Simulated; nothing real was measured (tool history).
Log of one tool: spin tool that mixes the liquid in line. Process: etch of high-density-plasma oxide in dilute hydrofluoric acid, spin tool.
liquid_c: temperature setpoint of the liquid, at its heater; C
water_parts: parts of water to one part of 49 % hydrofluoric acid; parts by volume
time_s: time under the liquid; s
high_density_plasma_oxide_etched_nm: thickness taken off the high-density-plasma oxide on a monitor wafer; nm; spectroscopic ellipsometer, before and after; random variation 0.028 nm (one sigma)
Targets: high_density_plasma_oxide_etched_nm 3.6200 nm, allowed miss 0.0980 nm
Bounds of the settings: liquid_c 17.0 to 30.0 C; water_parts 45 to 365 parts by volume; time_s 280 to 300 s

run	hour	liquid_c	water_parts	time_s	high_density_plasma_oxide_etched_nm
1	0.0	22.0	205	280	6.0109
2	5.6	20.5	205	280	5.6846
3	7.5	20.5	170	280	7.1635
4	14.1	20.5	170	300	7.5501
5	17.9	19.5	200	300	6.0549
6	22.2	19.0	215	300	5.4688
7	25.1	18.5	230	300	4.8449
8	26.2	18.0	240	300	4.5981
9	31.1	18.0	250	300	4.3477
10	32.2	18.0	255	300	4.2490
11	36.1	18.0	260	300	4.1653
12	39.3	18.0	265	300	4.0439
13	40.1	18.0	270	300	3.9656
14	45.4	17.5	270	300	3.8480
15	47.2	17.5	270	300	3.8666

5 next moves are on the table. One of them brings every result within its allowed miss. Which?
A	49.0	17.0	225	280	?
B	49.0	17.0	275	295	?
C	49.0	17.5	285	280	?
D	49.0	18.0	265	300	?
E	49.0	18.5	270	300	?

move	high_density_plasma_oxide_etched_nm
A	4.4259
B	3.6524
C	3.3805
D	4.0395
E	4.0229
A: further off than the last run
B: meets every target
C: takes the result that was furthest off past its target
D: further off than the last run
E: further off than the last run
Answer: B

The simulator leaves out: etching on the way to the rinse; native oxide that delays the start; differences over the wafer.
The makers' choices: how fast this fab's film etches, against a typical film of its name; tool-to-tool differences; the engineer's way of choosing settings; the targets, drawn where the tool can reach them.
